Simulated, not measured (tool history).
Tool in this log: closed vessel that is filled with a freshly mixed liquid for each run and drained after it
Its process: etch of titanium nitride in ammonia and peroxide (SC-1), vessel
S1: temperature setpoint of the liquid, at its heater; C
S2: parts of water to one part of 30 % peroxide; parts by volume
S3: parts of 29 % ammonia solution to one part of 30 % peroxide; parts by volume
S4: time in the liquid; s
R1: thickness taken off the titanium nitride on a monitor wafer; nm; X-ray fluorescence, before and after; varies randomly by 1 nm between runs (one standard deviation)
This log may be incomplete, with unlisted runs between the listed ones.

run 1 hour=0.0 | S1=57.0 S2=29.5 S3=0.85 S4=1255 | R1=92.611
run 2 hour=0.7 | S1=57.0 S2=29.5 S3=0.70 S4=1255 | R1=87.920
run 3 hour=8.5 | S1=57.0 S2=34.5 S3=0.70 S4=1255 | R1=80.361
run 4 hour=9.8 | S1=58.0 S2=34.5 S3=0.70 S4=1255 | R1=85.990
run 5 hour=13.6 | S1=58.5 S2=34.5 S3=0.70 S4=1255 | R1=89.329
run 6 hour=18.7 | S1=59.0 S2=34.5 S3=0.70 S4=1255 | R1=90.674
run 7 hour=26.6 | S1=59.5 S2=34.5 S3=0.70 S4=1255 | R1=96.081
run 8 hour=34.7 | S1=60.0 S2=34.5 S3=0.70 S4=1255 | R1=98.340

Forecast run 9:
run 9 hour=37.6 | S1=60.5 S2=34.5 S3=0.70 S4=1255 | R1=?

Run 9 yielded R1 102.240 nm.

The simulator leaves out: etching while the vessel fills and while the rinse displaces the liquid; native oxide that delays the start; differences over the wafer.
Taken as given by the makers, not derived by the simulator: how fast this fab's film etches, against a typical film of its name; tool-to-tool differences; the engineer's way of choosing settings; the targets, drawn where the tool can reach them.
